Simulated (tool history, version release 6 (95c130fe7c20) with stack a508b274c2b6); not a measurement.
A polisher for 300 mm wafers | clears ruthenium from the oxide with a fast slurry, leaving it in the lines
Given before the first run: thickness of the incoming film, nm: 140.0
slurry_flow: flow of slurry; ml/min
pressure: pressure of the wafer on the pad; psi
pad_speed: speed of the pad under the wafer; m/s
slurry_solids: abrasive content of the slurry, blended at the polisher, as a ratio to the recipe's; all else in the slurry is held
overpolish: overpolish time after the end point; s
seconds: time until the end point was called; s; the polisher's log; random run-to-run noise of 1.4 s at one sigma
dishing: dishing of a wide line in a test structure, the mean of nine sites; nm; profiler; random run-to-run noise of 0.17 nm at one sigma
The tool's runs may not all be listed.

Run 1, day 0: slurry_flow 135 ml/min, pressure 1.9 psi, pad_speed 0.9 m/s, slurry_solids 1, overpolish 9 s. Result: seconds 62.512 s, dishing 14.569 nm.
Run 2, day 0.142: slurry_flow 135 ml/min, pressure 1.9 psi, pad_speed 0.9 m/s, slurry_solids 1, overpolish 6 s. Result: seconds 61.767 s, dishing 10.565 nm.
Run 3, day 0.354: slurry_flow 135 ml/min, pressure 1.8 psi, pad_speed 0.88 m/s, slurry_solids 1, overpolish 7 s. Result: seconds 66.286 s, dishing 11.589 nm.
Run 4, day 0.575: slurry_flow 135 ml/min, pressure 1.7 psi, pad_speed 0.86 m/s, slurry_solids 1, overpolish 7 s. Result: seconds 71.64 s, dishing 11.002 nm.
Run 5, day 0.908: slurry_flow 135 ml/min, pressure 1.7 psi, pad_speed 0.78 m/s, slurry_solids 1, overpolish 7 s. Result: seconds 78.176 s, dishing 10.087 nm.
Run 6, day 1.079: slurry_flow 135 ml/min, pressure 2.1 psi, pad_speed 0.78 m/s, slurry_solids 1, overpolish 7 s. Result: seconds 63.293 s, dishing 12.157 nm.
Run 7, day 1.421: slurry_flow 135 ml/min, pressure 2 psi, pad_speed 0.76 m/s, slurry_solids 1, overpolish 8 s. Result: seconds 67.011 s, dishing 12.973 nm.
Run 8, day 1.725: slurry_flow 135 ml/min, pressure 1.9 psi, pad_speed 0.74 m/s, slurry_solids 1, overpolish 9 s. Result: seconds 72.054 s, dishing 12.96 nm.

The next listed run, before its measurement:
Run 9, day 2.083: slurry_flow 110 ml/min, pressure 1.3 psi, pad_speed 0.68 m/s, slurry_solids 1, overpolish 13 s. Result: seconds ?, dishing ?.

{"run 9": {"seconds": 117.01, "dishing": 11.898}}
